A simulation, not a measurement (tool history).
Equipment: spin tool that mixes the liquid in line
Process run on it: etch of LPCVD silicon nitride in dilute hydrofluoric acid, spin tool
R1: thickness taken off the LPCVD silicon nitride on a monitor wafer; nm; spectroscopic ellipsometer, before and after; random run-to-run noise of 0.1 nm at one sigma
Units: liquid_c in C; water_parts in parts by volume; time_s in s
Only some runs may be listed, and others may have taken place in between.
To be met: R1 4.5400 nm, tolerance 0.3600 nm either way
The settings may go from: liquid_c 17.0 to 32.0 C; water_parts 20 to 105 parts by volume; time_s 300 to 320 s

Run 1, hour 0.0: liquid_c 24.0 C, water_parts 55 parts by volume, time_s 300 s. Result: R1 2.4451 nm.
Run 2, hour 5.0: liquid_c 25.5 C, water_parts 55 parts by volume, time_s 300 s. Result: R1 2.7267 nm.
Run 3, hour 12.7: liquid_c 22.5 C, water_parts 55 parts by volume, time_s 300 s. Result: R1 2.1805 nm.
Run 4, hour 19.1: liquid_c 24.0 C, water_parts 55 parts by volume, time_s 300 s. Result: R1 2.4312 nm.
Run 5, hour 24.5: liquid_c 25.5 C, water_parts 55 parts by volume, time_s 300 s. Result: R1 2.6984 nm.
Run 6, hour 29.5: liquid_c 26.5 C, water_parts 55 parts by volume, time_s 300 s. Result: R1 2.9245 nm.
Run 7, hour 37.7: liquid_c 27.5 C, water_parts 55 parts by volume, time_s 300 s. Result: R1 2.9519 nm.
Run 8, hour 44.0: liquid_c 28.0 C, water_parts 50 parts by volume, time_s 300 s. Result: R1 3.4238 nm.
Run 9, hour 48.3: liquid_c 28.5 C, water_parts 50 parts by volume, time_s 300 s. Result: R1 3.5863 nm.

Of the 5 settings listed for the next run, only one would bring every result within its allowed miss of target. Which one?
Run A, hour 52.6: liquid_c 29.5 C, water_parts 45 parts by volume, time_s 320 s. Result: R1 ?.
Run B, hour 52.6: liquid_c 28.5 C, water_parts 45 parts by volume, time_s 300 s. Result: R1 ?.
Run C, hour 52.6: liquid_c 29.5 C, water_parts 50 parts by volume, time_s 300 s. Result: R1 ?.
Run D, hour 52.6: liquid_c 31.5 C, water_parts 40 parts by volume, time_s 320 s. Result: R1 ?.
Run E, hour 52.6: liquid_c 30.0 C, water_parts 40 parts by volume, time_s 320 s. Result: R1 ?.

move      R1
   A  4.6871
   B  4.1170
   C  3.9602
   D  5.9894
   E  5.4369
A: all results in spec
B: nearer than the last run, and not there yet
C: nearer than the last run, and not there yet
D: takes the biggest miss from the last run beyond its target
E: takes the biggest miss from the last run beyond its target
So the answer is move A, the one that meets all the targets.

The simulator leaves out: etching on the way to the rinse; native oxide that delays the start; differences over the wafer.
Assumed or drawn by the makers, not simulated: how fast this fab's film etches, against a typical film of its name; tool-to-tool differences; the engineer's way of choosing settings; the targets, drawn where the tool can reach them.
